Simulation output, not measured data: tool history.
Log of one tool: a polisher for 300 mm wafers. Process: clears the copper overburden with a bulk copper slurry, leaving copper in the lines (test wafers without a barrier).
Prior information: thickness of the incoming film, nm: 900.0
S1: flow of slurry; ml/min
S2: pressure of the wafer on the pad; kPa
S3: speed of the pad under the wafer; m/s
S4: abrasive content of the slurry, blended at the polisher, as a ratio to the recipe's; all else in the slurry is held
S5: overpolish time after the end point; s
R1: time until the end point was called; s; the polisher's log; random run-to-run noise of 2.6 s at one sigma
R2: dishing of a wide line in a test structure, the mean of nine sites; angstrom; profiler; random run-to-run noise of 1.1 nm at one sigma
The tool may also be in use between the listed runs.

| run | hour | S1 | S2 | S3 | S4 | S5 | R1 | R2 |
|---|---|---|---|---|---|---|---|---|
| 1 | 0.0 | 250 | 12.4 | 1.22 | 1.0 | 22 | 144.430 | 812.90 |
| 2 | 2.0 | 220 | 12.4 | 1.22 | 1.0 | 22 | 141.870 | 793.02 |
| 3 | 5.2 | 220 | 15.2 | 1.22 | 1.0 | 22 | 120.230 | 920.77 |
| 4 | 10.6 | 220 | 15.2 | 1.44 | 1.0 | 22 | 100.180 | 997.41 |
| 5 | 18.8 | 220 | 15.2 | 1.44 | 1.0 | 17 | 99.945 | 863.78 |
| 6 | 20.7 | 220 | 15.2 | 1.68 | 1.0 | 17 | 88.676 | 944.03 |
| 7 | 21.6 | 220 | 13.1 | 1.66 | 1.0 | 21 | 101.600 | 950.85 |
| 8 | 30.2 | 220 | 11.7 | 1.62 | 1.0 | 24 | 116.020 | 934.50 |
| 9 | 37.6 | 220 | 10.3 | 1.58 | 1.0 | 27 | 136.310 | 878.72 |
| 10 | 39.9 | 220 | 9.7 | 1.56 | 1.0 | 30 | 144.040 | 875.76 |
| 11 | 47.3 | 230 | 9.0 | 1.52 | 1.0 | 33 | 159.600 | 897.04 |
| 12 | 51.1 | 230 | 9.0 | 1.50 | 1.0 | 35 | 164.830 | 908.66 |
| 13 | 55.0 | 225 | 7.6 | 1.48 | 1.0 | 43 | 193.250 | 848.14 |
| 14 | 61.3 | 295 | 10.3 | 1.18 | 0.9 | 43 | 174.630 | 959.14 |

What does the tool deliver on the next run?
| 15 | 62.1 | 275 | 10.3 | 1.16 | 1.0 | 43 | ? | ? |

{"run 15": {"R1": 175.23, "R2": 953.71}}
